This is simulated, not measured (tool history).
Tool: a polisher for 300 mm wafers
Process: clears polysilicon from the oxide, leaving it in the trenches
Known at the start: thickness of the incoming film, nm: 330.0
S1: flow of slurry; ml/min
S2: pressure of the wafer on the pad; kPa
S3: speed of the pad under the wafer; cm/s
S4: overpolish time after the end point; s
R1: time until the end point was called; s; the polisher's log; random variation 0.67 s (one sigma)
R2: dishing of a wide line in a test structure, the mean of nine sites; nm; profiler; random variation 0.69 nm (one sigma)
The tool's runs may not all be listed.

run	hour	S1	S2	S3	S4	R1	R2
1	0	305	17.9	112	9	20.868	53.01
2	8.5	305	17.2	110	8	22.661	51.845
3	13.3	280	17.2	110	8	22.579	50.327
4	16.9	235	17.2	110	8	23.512	50.776
5	21.2	185	17.2	110	8	22.838	49.905
6	25.4	185	21.4	110	8	19.843	53.461
7	29.2	185	20	108	8	20.753	52.048

Forecast run 8:
8	30.9	185	19.3	106	8	?	?

Run 8 gave R1 22.007 s, R2 51.108 nm.
